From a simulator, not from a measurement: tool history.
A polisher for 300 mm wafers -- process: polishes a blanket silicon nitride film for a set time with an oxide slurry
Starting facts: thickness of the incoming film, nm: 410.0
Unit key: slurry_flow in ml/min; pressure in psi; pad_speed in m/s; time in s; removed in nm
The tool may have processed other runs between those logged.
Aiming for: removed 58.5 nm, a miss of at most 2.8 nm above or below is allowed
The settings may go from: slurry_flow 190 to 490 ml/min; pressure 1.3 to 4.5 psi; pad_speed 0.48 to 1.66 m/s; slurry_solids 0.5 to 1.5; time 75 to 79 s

{"run": 1, "day": 0.0, "slurry_flow": 315, "pressure": 2.9, "pad_speed": 1.06, "slurry_solids": 1, "time": 75, "removed": 39.662}
{"run": 2, "day": 0.246, "slurry_flow": 315, "pressure": 3.1, "pad_speed": 1.06, "slurry_solids": 1, "time": 75, "removed": 43.738}
{"run": 3, "day": 0.362, "slurry_flow": 315, "pressure": 3.2, "pad_speed": 1.06, "slurry_solids": 1, "time": 75, "removed": 44.829}
{"run": 4, "day": 0.688, "slurry_flow": 315, "pressure": 3.3, "pad_speed": 1.06, "slurry_solids": 1, "time": 75, "removed": 45.096}
{"run": 5, "day": 0.779, "slurry_flow": 240, "pressure": 3.3, "pad_speed": 1.06, "slurry_solids": 1, "time": 75, "removed": 43.964}
{"run": 6, "day": 0.908, "slurry_flow": 240, "pressure": 3.9, "pad_speed": 1.06, "slurry_solids": 1, "time": 75, "removed": 50.631}
{"run": 7, "day": 1.008, "slurry_flow": 245, "pressure": 4, "pad_speed": 1.06, "slurry_solids": 1, "time": 75, "removed": 50.216}
{"run": 8, "day": 1.375, "slurry_flow": 245, "pressure": 4.1, "pad_speed": 1.08, "slurry_solids": 1, "time": 75, "removed": 53.653}
{"run": 9, "day": 1.442, "slurry_flow": 245, "pressure": 4.2, "pad_speed": 1.08, "slurry_solids": 1, "time": 75, "removed": 55.198}

Exercise: of the 5 proposed moves below, exactly one satisfies all targets within the stated allowed misses. Which move is it?
{"run": "A", "day": 1.508, "slurry_flow": 290, "pressure": 3.8, "pad_speed": 0.96, "slurry_solids": 1.1, "time": 78, "removed": "?"}
{"run": "B", "day": 1.508, "slurry_flow": 320, "pressure": 4, "pad_speed": 1.1, "slurry_solids": 1.1, "time": 78, "removed": "?"}
{"run": "C", "day": 1.508, "slurry_flow": 255, "pressure": 4.5, "pad_speed": 1.08, "slurry_solids": 1.15, "time": 79, "removed": "?"}
{"run": "D", "day": 1.508, "slurry_flow": 255, "pressure": 3.8, "pad_speed": 1.36, "slurry_solids": 1.05, "time": 79, "removed": "?"}
{"run": "E", "day": 1.508, "slurry_flow": 220, "pressure": 4.5, "pad_speed": 0.96, "slurry_solids": 0.85, "time": 79, "removed": "?"}

move=A removed=50.333
move=B removed=59.045
move=C removed=64.084
move=D removed=65.536
move=E removed=52.604
A: lands further from the targets than the last run did
B: in spec on every target
C: the result that was furthest off in the last run now lies on the other side of its target
D: the result that was furthest off in the last run now lies on the other side of its target
E: lands further from the targets than the last run did
The right move is B.

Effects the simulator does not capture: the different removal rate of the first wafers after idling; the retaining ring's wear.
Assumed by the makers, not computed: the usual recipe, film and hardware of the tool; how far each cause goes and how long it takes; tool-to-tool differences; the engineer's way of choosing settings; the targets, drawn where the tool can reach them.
